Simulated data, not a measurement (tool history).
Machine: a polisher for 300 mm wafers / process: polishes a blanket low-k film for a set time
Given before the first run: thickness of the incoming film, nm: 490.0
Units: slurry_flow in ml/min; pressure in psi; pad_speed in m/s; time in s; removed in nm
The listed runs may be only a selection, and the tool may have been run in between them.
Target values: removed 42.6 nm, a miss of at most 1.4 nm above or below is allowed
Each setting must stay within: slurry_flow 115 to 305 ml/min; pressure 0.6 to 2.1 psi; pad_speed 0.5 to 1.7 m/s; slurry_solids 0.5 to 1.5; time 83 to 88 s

Run 1, hour 0: slurry_flow 195 ml/min, pressure 1.3 psi, pad_speed 1.1 m/s, slurry_solids 1, time 83 s. Result: removed 30.521 nm.
Run 2, hour 6.9: slurry_flow 200 ml/min, pressure 1.4 psi, pad_speed 1.1 m/s, slurry_solids 1, time 83 s. Result: removed 33.271 nm.
Run 3, hour 11.2: slurry_flow 200 ml/min, pressure 1.4 psi, pad_speed 1.1 m/s, slurry_solids 1.1, time 83 s. Result: removed 34.677 nm.
Run 4, hour 14.2: slurry_flow 205 ml/min, pressure 1.4 psi, pad_speed 1.1 m/s, slurry_solids 1.1, time 83 s. Result: removed 33.921 nm.
Run 5, hour 20.7: slurry_flow 205 ml/min, pressure 1.5 psi, pad_speed 1.1 m/s, slurry_solids 1.1, time 83 s. Result: removed 37.154 nm.
Run 6, hour 23: slurry_flow 205 ml/min, pressure 1.3 psi, pad_speed 1.1 m/s, slurry_solids 1.1, time 83 s. Result: removed 32.23 nm.
Run 7, hour 24.9: slurry_flow 205 ml/min, pressure 1.4 psi, pad_speed 1.1 m/s, slurry_solids 1.1, time 83 s. Result: removed 34.658 nm.
Run 8, hour 29.4: slurry_flow 210 ml/min, pressure 1.6 psi, pad_speed 1.1 m/s, slurry_solids 1.1, time 83 s. Result: removed 39.537 nm.

Of the 4 settings listed for the next run, only one would bring every result within its allowed miss of target. Which one?
Run A, hour 33.9: slurry_flow 155 ml/min, pressure 1.6 psi, pad_speed 1.38 m/s, slurry_solids 1.05, time 86 s. Result: removed ?.
Run B, hour 33.9: slurry_flow 240 ml/min, pressure 1.9 psi, pad_speed 1.06 m/s, slurry_solids 1.1, time 83 s. Result: removed ?.
Run C, hour 33.9: slurry_flow 250 ml/min, pressure 1.9 psi, pad_speed 0.88 m/s, slurry_solids 1.25, time 88 s. Result: removed ?.
Run D, hour 33.9: slurry_flow 215 ml/min, pressure 1.6 psi, pad_speed 1.14 m/s, slurry_solids 1.05, time 87 s. Result: removed ?.

move  removed
   A   46.382
   B   46.797
   C   45.414
   D   42.435
A: carries the result that was furthest off beyond its target, to the other side
B: carries the result that was furthest off beyond its target, to the other side
C: carries the result that was furthest off beyond its target, to the other side
D: meets every target
The move that meets every target is D.

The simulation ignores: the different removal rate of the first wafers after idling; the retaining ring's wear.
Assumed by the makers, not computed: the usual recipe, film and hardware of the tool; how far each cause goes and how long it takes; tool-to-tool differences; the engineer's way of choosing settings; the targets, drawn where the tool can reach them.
